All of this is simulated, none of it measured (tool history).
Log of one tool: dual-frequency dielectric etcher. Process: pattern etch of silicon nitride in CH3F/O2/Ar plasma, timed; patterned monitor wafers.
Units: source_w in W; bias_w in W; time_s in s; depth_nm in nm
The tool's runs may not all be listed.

run	hour	source_w	bias_w	time_s	depth_nm
1	0	320	73	46	29.562
2	7.8	300	70	45.5	28.313
3	11.1	300	79	45.5	29.431
4	19.3	300	79	46	29.865
5	20.6	270	79	46	29.06
6	23.7	260	74	45.5	27.737
7	28.7	250	71	45	26.676
8	30.3	190	62	44	23.012
9	32.1	200	62	44	23.282
10	34.5	200	62	44	23.282

Run 11 comes next. What will it give?
11	35.3	200	62	44	?

depth_nm: 23.312 nm
